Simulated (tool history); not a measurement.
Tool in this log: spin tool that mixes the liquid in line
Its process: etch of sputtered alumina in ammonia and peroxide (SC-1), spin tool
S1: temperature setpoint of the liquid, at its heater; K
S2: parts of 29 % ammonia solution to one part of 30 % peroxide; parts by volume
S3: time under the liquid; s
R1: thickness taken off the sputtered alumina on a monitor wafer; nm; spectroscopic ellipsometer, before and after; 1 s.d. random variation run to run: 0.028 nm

| run | hour | S1 | S2 | S3 | R1 |
|---|---|---|---|---|---|
| 1 | 0 | 326.15 | 0.4 | 85 | 4.4561 |
| 2 | 4.4 | 325.65 | 0.4 | 85 | 4.2977 |
| 3 | 13 | 325.15 | 0.4 | 85 | 4.2987 |
| 4 | 15.8 | 324.65 | 0.4 | 85 | 4.0896 |
| 5 | 19.2 | 324.15 | 0.4 | 85 | 4.0001 |
| 6 | 22 | 323.65 | 0.4 | 85 | 3.8283 |
| 7 | 25 | 323.15 | 0.4 | 85 | 3.7677 |
| 8 | 32.8 | 323.15 | 0.4 | 85 | 3.7622 |
| 9 | 37.4 | 322.65 | 0.4 | 85 | 3.6367 |

Forecast run 10:
| 10 | 46 | 321.65 | 0.4 | 85 | ? |

Run 10 yielded R1 3.4835 nm.
